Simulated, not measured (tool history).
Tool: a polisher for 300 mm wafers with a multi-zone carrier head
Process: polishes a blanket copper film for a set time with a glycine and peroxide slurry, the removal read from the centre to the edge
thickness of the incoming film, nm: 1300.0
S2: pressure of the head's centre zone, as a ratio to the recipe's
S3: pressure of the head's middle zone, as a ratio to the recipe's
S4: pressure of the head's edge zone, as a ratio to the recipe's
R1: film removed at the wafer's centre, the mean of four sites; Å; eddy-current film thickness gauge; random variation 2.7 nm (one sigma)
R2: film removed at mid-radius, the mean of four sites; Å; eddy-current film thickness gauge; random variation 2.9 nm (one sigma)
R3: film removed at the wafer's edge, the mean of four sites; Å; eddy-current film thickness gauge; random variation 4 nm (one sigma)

run 1 hour=0 | flow_of_slurry_(ml/min)=230 S2=1 S3=1 S4=1 polishing_time_(s)=49 | R1=2301.8 R2=2317.3 R3=2255.3
run 2 hour=4.4 | flow_of_slurry_(ml/min)=230 S2=1 S3=1 S4=1 polishing_time_(s)=44 | R1=2034.2 R2=2061.7 R3=2018.2
run 3 hour=9.6 | flow_of_slurry_(ml/min)=230 S2=0.96 S3=1 S4=1 polishing_time_(s)=44 | R1=1935.6 R2=2041.1 R3=2036.4
run 4 hour=16.7 | flow_of_slurry_(ml/min)=230 S2=1.03 S3=1 S4=1 polishing_time_(s)=44 | R1=2074.9 R2=2062.8 R3=1971
run 5 hour=20.9 | flow_of_slurry_(ml/min)=235 S2=1.01 S3=1 S4=1.04 polishing_time_(s)=48 | R1=2202 R2=2272.4 R3=2295.5
run 6 hour=26.2 | flow_of_slurry_(ml/min)=235 S2=1.05 S3=1 S4=1.04 polishing_time_(s)=48 | R1=2286.4 R2=2231.5 R3=2255.9
run 7 hour=28.1 | flow_of_slurry_(ml/min)=245 S2=1.07 S3=1.02 S4=1.08 polishing_time_(s)=50 | R1=2429.5 R2=2351.6 R3=2410.6
run 8 hour=29.8 | flow_of_slurry_(ml/min)=250 S2=1.07 S3=1.04 S4=1.11 polishing_time_(s)=52 | R1=2656.3 R2=2526.2 R3=2513.8
run 9 hour=36.3 | flow_of_slurry_(ml/min)=255 S2=1.04 S3=1.03 S4=1.13 polishing_time_(s)=53 | R1=2549.5 R2=2581.6 R3=2665.3
run 10 hour=41.9 | flow_of_slurry_(ml/min)=255 S2=1.04 S3=1.03 S4=1.13 polishing_time_(s)=53 | R1=2556 R2=2567.6 R3=2583.8
run 11 hour=50.8 | flow_of_slurry_(ml/min)=255 S2=1.03 S3=1.02 S4=1.15 polishing_time_(s)=54 | R1=2611.6 R2=2553.7 R3=2614

Run 12 comes next. What will it give?
run 12 hour=58.6 | flow_of_slurry_(ml/min)=250 S2=0.93 S3=1 S4=1.19 polishing_time_(s)=60 | R1=? R2=? R3=?

Run 12 gave R1 2591 Å, R2 2787.7 Å, R3 2985.8 Å.
